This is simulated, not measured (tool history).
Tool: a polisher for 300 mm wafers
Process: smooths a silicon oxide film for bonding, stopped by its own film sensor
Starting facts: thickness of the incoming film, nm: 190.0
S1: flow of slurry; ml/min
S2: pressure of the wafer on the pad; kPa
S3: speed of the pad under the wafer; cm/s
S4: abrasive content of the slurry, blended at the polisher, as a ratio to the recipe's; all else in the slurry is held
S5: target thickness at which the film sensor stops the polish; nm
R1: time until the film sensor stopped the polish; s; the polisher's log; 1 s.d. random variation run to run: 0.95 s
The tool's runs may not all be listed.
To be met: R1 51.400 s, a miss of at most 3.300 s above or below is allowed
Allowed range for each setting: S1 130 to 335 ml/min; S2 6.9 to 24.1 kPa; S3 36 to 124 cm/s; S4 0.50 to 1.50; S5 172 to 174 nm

run 1 day=0.000 | S1=215 S2=15.2 S3=80 S4=1.00 S5=172 | R1=28.172
run 2 day=0.350 | S1=215 S2=14.5 S3=80 S4=1.00 S5=172 | R1=28.883
run 3 day=0.642 | S1=215 S2=13.8 S3=78 S4=1.00 S5=172 | R1=31.247
run 4 day=0.704 | S1=245 S2=13.8 S3=78 S4=1.00 S5=172 | R1=31.422
run 5 day=1.071 | S1=245 S2=13.1 S3=78 S4=1.00 S5=172 | R1=31.977
run 6 day=1.375 | S1=245 S2=12.4 S3=76 S4=1.00 S5=172 | R1=34.296
run 7 day=1.646 | S1=245 S2=11.7 S3=74 S4=1.00 S5=172 | R1=38.263
run 8 day=1.862 | S1=245 S2=11.0 S3=74 S4=1.00 S5=172 | R1=38.466
run 9 day=1.971 | S1=245 S2=10.3 S3=74 S4=1.00 S5=172 | R1=42.291
run 10 day=2.112 | S1=245 S2=9.0 S3=74 S4=1.00 S5=172 | R1=49.101

4 candidate next runs follow, results not yet known. Just one meets every target within its allowed miss. Identify it.
run A day=2.254 | S1=255 S2=7.6 S3=80 S4=0.85 S5=174 | R1=?
run B day=2.254 | S1=225 S2=8.3 S3=88 S4=0.90 S5=174 | R1=?
run C day=2.254 | S1=255 S2=8.3 S3=90 S4=0.90 S5=173 | R1=?
run D day=2.254 | S1=240 S2=9.0 S3=72 S4=1.15 S5=172 | R1=?

move=A R1=50.327
move=B R1=43.331
move=C R1=44.734
move=D R1=45.790
A: hits every target within its allowed miss
B: moves away from the targets compared with the last run
C: moves away from the targets compared with the last run
D: moves away from the targets compared with the last run
Answer: A
